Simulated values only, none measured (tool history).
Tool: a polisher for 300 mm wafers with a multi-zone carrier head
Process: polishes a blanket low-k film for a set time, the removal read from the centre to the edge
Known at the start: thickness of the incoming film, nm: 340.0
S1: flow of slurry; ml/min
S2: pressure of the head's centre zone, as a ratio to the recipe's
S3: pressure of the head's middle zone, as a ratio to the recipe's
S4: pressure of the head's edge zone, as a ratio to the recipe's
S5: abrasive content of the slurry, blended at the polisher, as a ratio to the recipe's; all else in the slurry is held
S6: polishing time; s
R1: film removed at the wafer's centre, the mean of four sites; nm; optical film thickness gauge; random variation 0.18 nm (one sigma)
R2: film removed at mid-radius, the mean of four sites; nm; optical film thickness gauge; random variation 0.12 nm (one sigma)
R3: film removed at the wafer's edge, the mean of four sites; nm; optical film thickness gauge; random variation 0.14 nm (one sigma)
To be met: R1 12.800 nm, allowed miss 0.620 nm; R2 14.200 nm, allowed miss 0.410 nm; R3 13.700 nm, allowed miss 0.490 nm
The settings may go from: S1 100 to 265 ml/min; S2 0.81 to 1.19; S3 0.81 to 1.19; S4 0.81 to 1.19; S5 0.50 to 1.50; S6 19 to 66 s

{"run": 1, "day": 0.0, "S1": 170, "S2": 1.0, "S3": 1.0, "S4": 1.0, "S5": 1.0, "S6": 42, "R1": 16.809, "R2": 16.652, "R3": 17.348}
{"run": 2, "day": 0.308, "S1": 205, "S2": 1.0, "S3": 1.0, "S4": 1.0, "S5": 1.0, "S6": 42, "R1": 17.289, "R2": 17.037, "R3": 17.62}
{"run": 3, "day": 0.625, "S1": 205, "S2": 1.0, "S3": 1.0, "S4": 1.05, "S5": 1.0, "S6": 42, "R1": 17.781, "R2": 17.067, "R3": 17.748}
{"run": 4, "day": 0.971, "S1": 210, "S2": 0.98, "S3": 1.02, "S4": 1.03, "S5": 0.85, "S6": 42, "R1": 16.246, "R2": 16.652, "R3": 16.822}
{"run": 5, "day": 1.004, "S1": 205, "S2": 0.98, "S3": 1.02, "S4": 1.0, "S5": 0.75, "S6": 42, "R1": 15.629, "R2": 15.677, "R3": 15.638}
{"run": 6, "day": 1.271, "S1": 205, "S2": 0.98, "S3": 0.97, "S4": 1.0, "S5": 0.75, "S6": 42, "R1": 15.733, "R2": 15.19, "R3": 15.859}
{"run": 7, "day": 1.358, "S1": 195, "S2": 0.96, "S3": 0.98, "S4": 0.97, "S5": 0.7, "S6": 42, "R1": 14.847, "R2": 14.723, "R3": 14.827}
{"run": 8, "day": 1.558, "S1": 185, "S2": 0.94, "S3": 0.98, "S4": 0.96, "S5": 0.7, "S6": 42, "R1": 14.274, "R2": 14.793, "R3": 14.843}
{"run": 9, "day": 1.879, "S1": 175, "S2": 0.93, "S3": 0.98, "S4": 0.94, "S5": 0.7, "S6": 42, "R1": 14.074, "R2": 14.562, "R3": 14.638}
{"run": 10, "day": 2.117, "S1": 170, "S2": 0.92, "S3": 0.98, "S4": 0.92, "S5": 0.7, "S6": 42, "R1": 13.957, "R2": 14.541, "R3": 14.436}
{"run": 11, "day": 2.371, "S1": 165, "S2": 0.91, "S3": 0.98, "S4": 0.91, "S5": 0.7, "S6": 42, "R1": 13.861, "R2": 14.324, "R3": 14.252}
{"run": 12, "day": 2.558, "S1": 160, "S2": 0.89, "S3": 0.99, "S4": 0.9, "S5": 0.7, "S6": 42, "R1": 13.661, "R2": 14.476, "R3": 14.353}

5 next moves are on the table. One of them brings every result within its allowed miss. Which?
{"run": "A", "day": 2.746, "S1": 160, "S2": 0.83, "S3": 1.0, "S4": 0.88, "S5": 0.7, "S6": 43, "R1": "?", "R2": "?", "R3": "?"}
{"run": "B", "day": 2.746, "S1": 170, "S2": 0.88, "S3": 1.01, "S4": 0.91, "S5": 0.65, "S6": 41, "R1": "?", "R2": "?", "R3": "?"}
{"run": "C", "day": 2.746, "S1": 185, "S2": 0.9, "S3": 0.94, "S4": 0.85, "S5": 0.7, "S6": 43, "R1": "?", "R2": "?", "R3": "?"}
{"run": "D", "day": 2.746, "S1": 140, "S2": 0.91, "S3": 0.9, "S4": 0.83, "S5": 0.95, "S6": 39, "R1": "?", "R2": "?", "R3": "?"}
{"run": "E", "day": 2.746, "S1": 145, "S2": 0.81, "S3": 0.98, "S4": 0.94, "S5": 0.7, "S6": 43, "R1": "?", "R2": "?", "R3": "?"}

move=A R1=12.802 R2=14.867 R3=14.257
move=B R1=12.590 R2=14.026 R3=13.514
move=C R1=13.998 R2=14.395 R3=14.254
move=D R1=13.682 R2=13.517 R3=13.891
move=E R1=12.341 R2=14.405 R3=14.547
A: brings the result that was furthest off to its target, and leaves another outside
B: meets every target
C: further off than the last run
D: further off than the last run
E: brings the result that was furthest off to its target, and leaves another outside
Move B is the one to make.

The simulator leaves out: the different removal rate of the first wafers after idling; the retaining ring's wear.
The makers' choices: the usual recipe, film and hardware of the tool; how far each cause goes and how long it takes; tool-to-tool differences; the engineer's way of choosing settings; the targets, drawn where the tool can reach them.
